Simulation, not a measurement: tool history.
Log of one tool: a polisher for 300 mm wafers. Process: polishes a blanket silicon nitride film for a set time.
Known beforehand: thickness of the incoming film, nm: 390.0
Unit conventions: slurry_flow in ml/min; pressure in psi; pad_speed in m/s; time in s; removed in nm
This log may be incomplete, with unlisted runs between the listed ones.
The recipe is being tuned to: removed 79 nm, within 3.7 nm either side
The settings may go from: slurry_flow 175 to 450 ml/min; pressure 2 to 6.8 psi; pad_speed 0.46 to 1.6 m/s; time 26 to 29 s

Run 1, hour 0: slurry_flow 290 ml/min, pressure 4.4 psi, pad_speed 1.02 m/s, time 29 s. Result: removed 60.765 nm.
Run 2, hour 4.3: slurry_flow 290 ml/min, pressure 3.4 psi, pad_speed 1.02 m/s, time 29 s. Result: removed 47.6 nm.
Run 3, hour 13: slurry_flow 320 ml/min, pressure 3.4 psi, pad_speed 1.02 m/s, time 29 s. Result: removed 46.51 nm.
Run 4, hour 21.3: slurry_flow 320 ml/min, pressure 4 psi, pad_speed 1.04 m/s, time 29 s. Result: removed 55.238 nm.
At hour 25.4: head pressure recalibrated.
Run 5, hour 25.4: slurry_flow 320 ml/min, pressure 3.2 psi, pad_speed 1.04 m/s, time 29 s. Result: removed 42.789 nm.
Run 6, hour 31: slurry_flow 320 ml/min, pressure 2.3 psi, pad_speed 1.04 m/s, time 29 s. Result: removed 30.782 nm.
Run 7, hour 39.1: slurry_flow 320 ml/min, pressure 3 psi, pad_speed 1.06 m/s, time 29 s. Result: removed 40.852 nm.
Run 8, hour 43.7: slurry_flow 320 ml/min, pressure 3.6 psi, pad_speed 1.08 m/s, time 29 s. Result: removed 49.683 nm.
Run 9, hour 50.9: slurry_flow 320 ml/min, pressure 4 psi, pad_speed 1.08 m/s, time 29 s. Result: removed 55.001 nm.
Run 10, hour 54.1: slurry_flow 315 ml/min, pressure 4.3 psi, pad_speed 1.08 m/s, time 29 s. Result: removed 58.184 nm.
Run 11, hour 55.5: slurry_flow 305 ml/min, pressure 4.6 psi, pad_speed 1.1 m/s, time 29 s. Result: removed 62.964 nm.
Run 12, hour 63: slurry_flow 305 ml/min, pressure 4.9 psi, pad_speed 1.1 m/s, time 29 s. Result: removed 65.842 nm.
Run 13, hour 71.1: slurry_flow 305 ml/min, pressure 5.1 psi, pad_speed 1.12 m/s, time 29 s. Result: removed 70.704 nm.
Run 14, hour 79.2: slurry_flow 305 ml/min, pressure 5.2 psi, pad_speed 1.12 m/s, time 29 s. Result: removed 73.056 nm.
Run 15, hour 82.2: slurry_flow 305 ml/min, pressure 5.3 psi, pad_speed 1.12 m/s, time 29 s. Result: removed 73.381 nm.
Run 16, hour 83.8: slurry_flow 305 ml/min, pressure 5.4 psi, pad_speed 1.12 m/s, time 29 s. Result: removed 74.493 nm.

4 candidate next runs follow, results not yet known. Just one meets every target within its allowed miss. Identify it.
Run A, hour 85.4: slurry_flow 290 ml/min, pressure 5.8 psi, pad_speed 1.14 m/s, time 29 s. Result: removed ?.
Run B, hour 85.4: slurry_flow 290 ml/min, pressure 5.4 psi, pad_speed 1.14 m/s, time 28 s. Result: removed ?.
Run C, hour 85.4: slurry_flow 395 ml/min, pressure 5.9 psi, pad_speed 1.1 m/s, time 26 s. Result: removed ?.
Run D, hour 85.4: slurry_flow 280 ml/min, pressure 6.2 psi, pad_speed 1.22 m/s, time 29 s. Result: removed ?.

move  removed
   A   81.946
   B   73.789
   C   74.541
   D   92.011
A: all results in spec
B: misses by more than the last run did
C: no nearer and no further than the last run
D: takes the biggest miss from the last run beyond its target
A meets every target.
